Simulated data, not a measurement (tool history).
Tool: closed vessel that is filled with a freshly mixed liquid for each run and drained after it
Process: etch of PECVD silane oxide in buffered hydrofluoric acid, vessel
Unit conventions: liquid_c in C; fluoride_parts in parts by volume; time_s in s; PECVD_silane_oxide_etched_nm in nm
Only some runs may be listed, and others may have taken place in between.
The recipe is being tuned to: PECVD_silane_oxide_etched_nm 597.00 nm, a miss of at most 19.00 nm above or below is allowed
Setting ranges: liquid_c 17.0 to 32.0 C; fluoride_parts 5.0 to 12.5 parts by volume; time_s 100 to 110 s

Run 1, hour 0.0: liquid_c 24.0 C, fluoride_parts 7.5 parts by volume, time_s 100 s. Result: PECVD_silane_oxide_etched_nm 439.28 nm.
Run 2, hour 8.2: liquid_c 20.5 C, fluoride_parts 7.5 parts by volume, time_s 100 s. Result: PECVD_silane_oxide_etched_nm 366.98 nm.
Run 3, hour 11.5: liquid_c 23.0 C, fluoride_parts 7.5 parts by volume, time_s 100 s. Result: PECVD_silane_oxide_etched_nm 419.98 nm.
Run 4, hour 12.9: liquid_c 25.0 C, fluoride_parts 7.5 parts by volume, time_s 100 s. Result: PECVD_silane_oxide_etched_nm 461.74 nm.
Run 5, hour 14.8: liquid_c 22.5 C, fluoride_parts 7.5 parts by volume, time_s 100 s. Result: PECVD_silane_oxide_etched_nm 406.70 nm.
Run 6, hour 16.8: liquid_c 22.5 C, fluoride_parts 8.0 parts by volume, time_s 100 s. Result: PECVD_silane_oxide_etched_nm 382.93 nm.
Run 7, hour 25.4: liquid_c 25.0 C, fluoride_parts 8.0 parts by volume, time_s 100 s. Result: PECVD_silane_oxide_etched_nm 437.41 nm.
Run 8, hour 26.4: liquid_c 26.5 C, fluoride_parts 8.0 parts by volume, time_s 100 s. Result: PECVD_silane_oxide_etched_nm 461.61 nm.
Run 9, hour 28.0: liquid_c 28.0 C, fluoride_parts 8.0 parts by volume, time_s 100 s. Result: PECVD_silane_oxide_etched_nm 501.08 nm.
Run 10, hour 32.1: liquid_c 29.0 C, fluoride_parts 8.0 parts by volume, time_s 100 s. Result: PECVD_silane_oxide_etched_nm 541.42 nm.

4 next moves are on the table. One of them brings every result within its allowed miss. Which?
Run A, hour 36.2: liquid_c 29.0 C, fluoride_parts 8.5 parts by volume, time_s 105 s. Result: PECVD_silane_oxide_etched_nm ?.
Run B, hour 36.2: liquid_c 26.0 C, fluoride_parts 6.0 parts by volume, time_s 100 s. Result: PECVD_silane_oxide_etched_nm ?.
Run C, hour 36.2: liquid_c 29.5 C, fluoride_parts 9.0 parts by volume, time_s 105 s. Result: PECVD_silane_oxide_etched_nm ?.
Run D, hour 36.2: liquid_c 29.5 C, fluoride_parts 8.5 parts by volume, time_s 100 s. Result: PECVD_silane_oxide_etched_nm ?.

move  PECVD_silane_oxide_etched_nm
   A                        529.74
   B                        606.19
   C                        511.19
   D                        517.98
A: lands further from the targets than the last run did
B: each result inside its tolerance
C: lands further from the targets than the last run did
D: lands further from the targets than the last run did
Move B is the one to make.
